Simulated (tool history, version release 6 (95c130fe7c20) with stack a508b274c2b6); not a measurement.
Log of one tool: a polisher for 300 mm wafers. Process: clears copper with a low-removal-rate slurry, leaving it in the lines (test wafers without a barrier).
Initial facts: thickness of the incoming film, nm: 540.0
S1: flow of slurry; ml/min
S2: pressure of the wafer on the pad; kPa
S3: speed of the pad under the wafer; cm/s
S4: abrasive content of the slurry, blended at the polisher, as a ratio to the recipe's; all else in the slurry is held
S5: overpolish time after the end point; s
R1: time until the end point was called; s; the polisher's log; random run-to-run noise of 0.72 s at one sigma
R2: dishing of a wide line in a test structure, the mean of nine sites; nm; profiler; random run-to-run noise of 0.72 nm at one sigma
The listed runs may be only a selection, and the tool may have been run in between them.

run  hour   S1    S2   S3  S4  S5      R1      R2
  1     0  225  21.4  124   1  22   154.7  47.072
  2   4.2  225  21.4  124   1  15  155.57  34.635
  3     5  235  25.5  124   1  14  132.11  38.735
  4  10.7  200  25.5  124   1  14  134.21  37.377
  5  18.2  200  25.5  124   1  18  131.93  46.747
     25.3  -- slurry blender recalibrated
  6  25.3  205  28.3  128   1  15  107.07  47.439
  7    27  215  29.6  128   1  14  102.24  46.487
  8  27.5  220    31  128   1  13  97.453   45.69
  9    33  220  31.7  128   1  13  95.277  46.241

Expected results for the next run?
 10    39  220  32.4  128   1  13   ?   ?

R1: 93.921 s
R2: 49.264 nm
